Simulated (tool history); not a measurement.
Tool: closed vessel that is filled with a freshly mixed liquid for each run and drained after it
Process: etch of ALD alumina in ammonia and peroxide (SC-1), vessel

run	day	temperature setpoint of the liquid (K)	parts of 29 % ammonia solution to one part of 30 % peroxide (parts by volume)	time in the liquid (s)	thickness taken off the ALD alumina on a monitor wafer (nm)
1	0	331.15	0.45	95	9.3096
2	0.362	325.15	0.45	95	6.7606
3	0.717	325.15	0.3	95	6.4978
4	1.012	328.65	0.3	95	7.8237
5	1.071	331.15	0.3	95	8.9214
6	1.383	331.15	0.3	100	9.4138
7	1.558	333.65	0.3	100	10.65
8	1.925	335.65	0.3	100	11.912
9	1.971	336.65	0.3	100	12.443

What will run 10 give?
10	2.042	337.65	0.3	100	?

{"run 10": {"thickness taken off the ALD alumina on a monitor wafer (nm)": 13.089}}

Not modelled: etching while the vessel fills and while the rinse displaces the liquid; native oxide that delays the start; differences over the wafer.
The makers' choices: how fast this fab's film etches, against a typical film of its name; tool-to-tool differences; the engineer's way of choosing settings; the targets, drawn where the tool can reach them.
